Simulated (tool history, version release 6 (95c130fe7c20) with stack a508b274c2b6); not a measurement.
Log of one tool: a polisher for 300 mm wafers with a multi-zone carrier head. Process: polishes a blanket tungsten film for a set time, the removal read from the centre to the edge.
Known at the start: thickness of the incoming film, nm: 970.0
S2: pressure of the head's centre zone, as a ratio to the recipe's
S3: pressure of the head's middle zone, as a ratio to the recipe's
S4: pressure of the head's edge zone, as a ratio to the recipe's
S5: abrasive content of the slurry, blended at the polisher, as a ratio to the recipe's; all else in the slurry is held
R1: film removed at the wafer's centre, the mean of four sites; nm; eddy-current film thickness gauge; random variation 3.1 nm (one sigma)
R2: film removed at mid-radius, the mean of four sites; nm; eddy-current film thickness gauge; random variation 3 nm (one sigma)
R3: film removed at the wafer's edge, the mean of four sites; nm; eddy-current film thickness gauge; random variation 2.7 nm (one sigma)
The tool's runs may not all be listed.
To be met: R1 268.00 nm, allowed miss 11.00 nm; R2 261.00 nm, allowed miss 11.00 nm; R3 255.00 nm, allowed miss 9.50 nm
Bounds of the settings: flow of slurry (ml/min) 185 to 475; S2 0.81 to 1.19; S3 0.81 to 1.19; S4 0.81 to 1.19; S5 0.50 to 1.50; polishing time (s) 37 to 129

Run 1, hour 0.0: flow of slurry (ml/min) 305, S2 1.00, S3 1.00, S4 1.00, S5 1.00, polishing time (s) 83. Result: R1 289.41 nm, R2 312.31 nm, R3 292.89 nm.
Run 2, hour 8.9: flow of slurry (ml/min) 250, S2 1.00, S3 1.00, S4 1.00, S5 1.00, polishing time (s) 83. Result: R1 276.02 nm, R2 300.55 nm, R3 292.89 nm.
Run 3, hour 10.8: flow of slurry (ml/min) 275, S2 1.00, S3 1.00, S4 1.00, S5 1.00, polishing time (s) 83. Result: R1 275.42 nm, R2 300.76 nm, R3 296.34 nm.
Run 4, hour 19.2: flow of slurry (ml/min) 280, S2 1.01, S3 0.98, S4 0.97, S5 0.95, polishing time (s) 82. Result: R1 275.80 nm, R2 292.21 nm, R3 283.32 nm.
Run 5, hour 24.2: flow of slurry (ml/min) 280, S2 1.02, S3 0.97, S4 0.95, S5 0.90, polishing time (s) 82. Result: R1 274.49 nm, R2 283.08 nm, R3 280.87 nm.
Run 6, hour 33.1: flow of slurry (ml/min) 290, S2 1.03, S3 0.97, S4 0.93, S5 0.85, polishing time (s) 81. Result: R1 276.48 nm, R2 284.97 nm, R3 275.13 nm.
Run 7, hour 41.2: flow of slurry (ml/min) 290, S2 1.04, S3 0.96, S4 0.92, S5 0.80, polishing time (s) 80. Result: R1 270.12 nm, R2 272.42 nm, R3 264.79 nm.
Run 8, hour 43.8: flow of slurry (ml/min) 290, S2 1.04, S3 0.96, S4 0.91, S5 0.80, polishing time (s) 80. Result: R1 272.61 nm, R2 268.71 nm, R3 262.14 nm.
At hour 50.0: centre zone pressure recalibrated.
Run 9, hour 50.0: flow of slurry (ml/min) 290, S2 1.04, S3 0.96, S4 0.90, S5 0.80, polishing time (s) 80. Result: R1 288.50 nm, R2 277.04 nm, R3 268.37 nm.
Run 10, hour 52.9: flow of slurry (ml/min) 290, S2 1.04, S3 0.96, S4 0.90, S5 0.80, polishing time (s) 80. Result: R1 292.78 nm, R2 270.59 nm, R3 261.72 nm.
Run 11, hour 54.9: flow of slurry (ml/min) 285, S2 1.03, S3 0.96, S4 0.90, S5 0.80, polishing time (s) 80. Result: R1 290.78 nm, R2 270.12 nm, R3 262.68 nm.
Run 12, hour 61.9: flow of slurry (ml/min) 285, S2 1.03, S3 0.96, S4 0.91, S5 0.75, polishing time (s) 80. Result: R1 284.76 nm, R2 266.96 nm, R3 256.57 nm.
Run 13, hour 69.4: flow of slurry (ml/min) 285, S2 1.03, S3 0.96, S4 0.92, S5 0.75, polishing time (s) 80. Result: R1 291.10 nm, R2 271.13 nm, R3 263.24 nm.
Run 14, hour 75.5: flow of slurry (ml/min) 285, S2 1.03, S3 0.96, S4 0.91, S5 0.80, polishing time (s) 79. Result: R1 278.71 nm, R2 269.67 nm, R3 265.48 nm.
Run 15, hour 77.6: flow of slurry (ml/min) 285, S2 1.03, S3 0.96, S4 0.92, S5 0.80, polishing time (s) 78. Result: R1 279.66 nm, R2 265.88 nm, R3 258.84 nm.

5 next moves are on the table. One of them brings every result within its allowed miss. Which?
Run A, hour 79.7: flow of slurry (ml/min) 250, S2 1.00, S3 0.87, S4 0.82, S5 0.50, polishing time (s) 89. Result: R1 ?, R2 ?, R3 ?.
Run B, hour 79.7: flow of slurry (ml/min) 290, S2 1.04, S3 1.02, S4 0.95, S5 0.70, polishing time (s) 80. Result: R1 ?, R2 ?, R3 ?.
Run C, hour 79.7: flow of slurry (ml/min) 230, S2 1.13, S3 1.08, S4 1.16, S5 1.10, polishing time (s) 67. Result: R1 ?, R2 ?, R3 ?.
Run D, hour 79.7: flow of slurry (ml/min) 275, S2 1.02, S3 0.91, S4 0.91, S5 0.80, polishing time (s) 83. Result: R1 ?, R2 ?, R3 ?.
Run E, hour 79.7: flow of slurry (ml/min) 320, S2 1.03, S3 0.95, S4 0.86, S5 0.75, polishing time (s) 80. Result: R1 ?, R2 ?, R3 ?.

move      R1      R2      R3
   A  284.58  250.77  260.74
   B  284.31  273.77  262.68
   C  271.42  252.66  252.96
   D  293.41  262.50  272.90
   E  287.36  263.27  257.49
A: further off than the last run
B: further off than the last run
C: meets every target
D: further off than the last run
E: further off than the last run
The right move is C.
